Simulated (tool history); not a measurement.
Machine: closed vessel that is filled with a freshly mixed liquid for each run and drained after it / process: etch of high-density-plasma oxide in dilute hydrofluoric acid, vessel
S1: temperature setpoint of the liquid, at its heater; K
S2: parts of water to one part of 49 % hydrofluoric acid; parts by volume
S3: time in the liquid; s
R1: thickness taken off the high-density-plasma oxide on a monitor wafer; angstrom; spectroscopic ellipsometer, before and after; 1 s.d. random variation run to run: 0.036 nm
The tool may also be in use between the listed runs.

run	hour	S1	S2	S3	R1
1	0	295.15	105	120	49.728
2	4.6	295.15	90	120	58.73
3	8	291.65	90	120	49.957
4	16.2	290.15	90	120	47.604
5	17.3	290.15	65	120	67.776
6	22.1	290.15	70	120	63.158
7	28.1	290.15	75	120	58.588

Run 8, settings as shown, results not yet in. Your forecast:
8	31.7	290.15	80	120	?

R1: 54.101 angstrom

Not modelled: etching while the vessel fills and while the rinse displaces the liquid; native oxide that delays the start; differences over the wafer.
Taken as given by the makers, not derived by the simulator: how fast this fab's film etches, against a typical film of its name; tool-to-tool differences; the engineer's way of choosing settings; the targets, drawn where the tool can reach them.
